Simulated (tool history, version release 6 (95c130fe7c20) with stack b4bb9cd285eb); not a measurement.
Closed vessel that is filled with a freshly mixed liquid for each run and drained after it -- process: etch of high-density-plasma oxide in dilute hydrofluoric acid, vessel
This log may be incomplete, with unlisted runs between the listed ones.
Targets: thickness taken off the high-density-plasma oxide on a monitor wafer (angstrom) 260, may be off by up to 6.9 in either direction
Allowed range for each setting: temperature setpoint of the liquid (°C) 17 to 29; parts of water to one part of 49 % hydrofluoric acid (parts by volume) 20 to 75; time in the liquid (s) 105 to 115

run,day,temperature setpoint of the liquid (°C),parts of water to one part of 49 % hydrofluoric acid (parts by volume),time in the liquid (s),thickness taken off the high-density-plasma oxide on a monitor wafer (angstrom)
1,0,21,45,105,156.74
2,0.221,21,55,105,126.44
3,0.442,21,50,105,138.23
4,0.808,21,40,105,174.68
5,1.162,21,40,115,193.94
6,1.358,21,55,115,137.35
7,1.412,23,50,115,166.18
8,1.779,24.5,45,115,195.97
9,1.958,25.5,45,115,205.46
10,2.338,26.5,45,115,211.11

Which single option among these 4 for the next run brings every result within its allowed miss of target? Just one does.
A,2.717,26.5,35,115,?
B,2.717,23.5,35,115,?
C,2.717,28,40,115,?
D,2.717,29,40,105,?

move,thickness taken off the high-density-plasma oxide on a monitor wafer (angstrom)
A,279.63
B,247.01
C,258.14
D,245.33
A: moves the result that the last run missed by most past its target, out the other side
B: moves toward the targets from the last run without getting all of them in spec
C: every result lands within tolerance
D: moves toward the targets from the last run without getting all of them in spec
Answer: C

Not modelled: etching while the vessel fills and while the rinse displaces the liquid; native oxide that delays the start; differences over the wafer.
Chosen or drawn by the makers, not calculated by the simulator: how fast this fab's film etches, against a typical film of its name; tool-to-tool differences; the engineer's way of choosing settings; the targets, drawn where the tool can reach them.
